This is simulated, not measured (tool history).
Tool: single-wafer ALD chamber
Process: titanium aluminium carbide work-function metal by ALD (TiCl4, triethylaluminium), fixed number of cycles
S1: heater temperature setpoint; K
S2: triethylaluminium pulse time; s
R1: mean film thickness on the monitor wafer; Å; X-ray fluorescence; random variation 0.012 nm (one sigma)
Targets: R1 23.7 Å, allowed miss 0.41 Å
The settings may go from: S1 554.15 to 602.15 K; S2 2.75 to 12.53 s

{"run": 1, "hour": 0.0, "S1": 578.15, "S2": 7.64, "R1": 21.373}
{"run": 2, "hour": 6.5, "S1": 581.15, "S2": 7.78, "R1": 21.551}
{"run": 3, "hour": 11.8, "S1": 581.15, "S2": 5.68, "R1": 20.176}
{"run": 4, "hour": 14.6, "S1": 583.15, "S2": 6.15, "R1": 20.66}
{"run": 5, "hour": 21.1, "S1": 585.15, "S2": 6.54, "R1": 21.352}
{"run": 6, "hour": 29.2, "S1": 576.15, "S2": 6.54, "R1": 20.284}
{"run": 7, "hour": 37.1, "S1": 579.15, "S2": 6.76, "R1": 20.975}
{"hour": 44.1, "done": "thermocouple changed; heater temperature recalibrated"}
{"run": 8, "hour": 44.1, "S1": 581.15, "S2": 7.05, "R1": 20.801}
{"run": 9, "hour": 52.8, "S1": 583.15, "S2": 7.53, "R1": 21.47}
{"run": 10, "hour": 58.2, "S1": 595.15, "S2": 8.22, "R1": 22.943}
{"run": 11, "hour": 66.1, "S1": 596.15, "S2": 8.29, "R1": 22.93}

Which of these 4 next moves meets every target?
{"run": "A", "hour": 74.0, "S1": 587.15, "S2": 9.14, "R1": "?"}
{"run": "B", "hour": 74.0, "S1": 599.15, "S2": 9.91, "R1": "?"}
{"run": "C", "hour": 74.0, "S1": 602.15, "S2": 11.36, "R1": "?"}
{"run": "D", "hour": 74.0, "S1": 602.15, "S2": 11.38, "R1": "?"}

move=A R1=22.333
move=B R1=23.725
move=C R1=24.339
move=D R1=24.342
A: further off than the last run
B: meets every target
C: takes the result that was furthest off past its target
D: takes the result that was furthest off past its target
Move B is the one to make.

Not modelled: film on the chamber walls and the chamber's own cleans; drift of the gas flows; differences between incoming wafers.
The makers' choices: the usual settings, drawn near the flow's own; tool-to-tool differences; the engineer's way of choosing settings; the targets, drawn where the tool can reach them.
